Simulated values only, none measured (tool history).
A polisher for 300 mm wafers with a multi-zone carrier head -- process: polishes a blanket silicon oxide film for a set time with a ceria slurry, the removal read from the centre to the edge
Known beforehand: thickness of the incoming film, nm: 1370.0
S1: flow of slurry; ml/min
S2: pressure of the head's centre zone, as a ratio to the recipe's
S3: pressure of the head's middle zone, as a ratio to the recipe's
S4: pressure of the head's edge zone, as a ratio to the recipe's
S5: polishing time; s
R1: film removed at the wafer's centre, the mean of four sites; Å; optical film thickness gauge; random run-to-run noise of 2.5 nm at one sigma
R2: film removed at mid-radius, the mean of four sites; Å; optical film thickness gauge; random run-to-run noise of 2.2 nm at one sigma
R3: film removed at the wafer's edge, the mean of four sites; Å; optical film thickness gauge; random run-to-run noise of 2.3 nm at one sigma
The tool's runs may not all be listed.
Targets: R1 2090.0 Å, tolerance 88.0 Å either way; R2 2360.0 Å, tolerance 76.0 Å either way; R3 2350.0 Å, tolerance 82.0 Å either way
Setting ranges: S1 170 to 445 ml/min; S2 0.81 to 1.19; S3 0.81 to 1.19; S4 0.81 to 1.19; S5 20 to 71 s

run,hour,S1,S2,S3,S4,S5,R1,R2,R3
1,0.0,285,1.00,1.00,1.00,45,1598.5,1616.9,1658.7
2,5.4,285,1.00,1.00,1.08,45,1556.0,1643.8,1717.0
3,11.0,290,1.01,1.02,1.10,48,1748.0,1763.7,1891.3
4,12.3,290,1.01,1.08,1.10,48,1735.0,1851.1,1888.9
5,21.2,300,1.01,1.11,1.12,50,1811.2,1944.5,1982.2
6,25.8,300,1.00,1.13,1.12,52,1851.3,2100.2,2048.9
7,30.5,300,1.00,1.14,1.14,53,1846.4,2151.8,2095.0
# hour 35.4: slurry nozzle cleaned
8,35.4,305,1.01,1.14,1.15,54,1974.5,2293.8,2179.1
9,38.3,305,1.01,1.12,1.16,55,2046.7,2283.0,2241.1
10,42.9,305,1.00,1.12,1.17,55,1982.9,2267.9,2249.9
11,48.3,305,1.00,1.12,1.17,55,2014.4,2266.8,2258.7
12,52.0,310,1.00,1.12,1.18,55,2022.6,2257.3,2251.8
13,59.8,310,1.00,1.12,1.18,55,2025.6,2274.8,2271.5
14,65.2,315,1.00,1.12,1.18,55,1971.1,2277.6,2267.9
15,69.5,320,1.01,1.12,1.18,55,2033.8,2242.9,2294.9

Consider the 4 candidate settings below. Which is the only one whose results all fall within their allowed miss of target?
A,73.8,375,0.95,1.07,1.08,58,?,?,?
B,73.8,330,0.88,1.11,1.19,57,?,?,?
C,73.8,345,1.06,1.09,1.19,54,?,?,?
D,73.8,350,0.90,0.96,1.19,58,?,?,?

move,R1,R2,R3
A,2048.6,2368.1,2364.4
B,1858.8,2377.0,2421.5
C,2090.8,2223.5,2301.3
D,1938.4,2148.8,2478.3
A: in spec on every target
B: the furthest-off result lands on target, but another misses its tolerance
C: moves away from the targets compared with the last run
D: moves away from the targets compared with the last run
So the answer is move A, the one that meets all the targets.
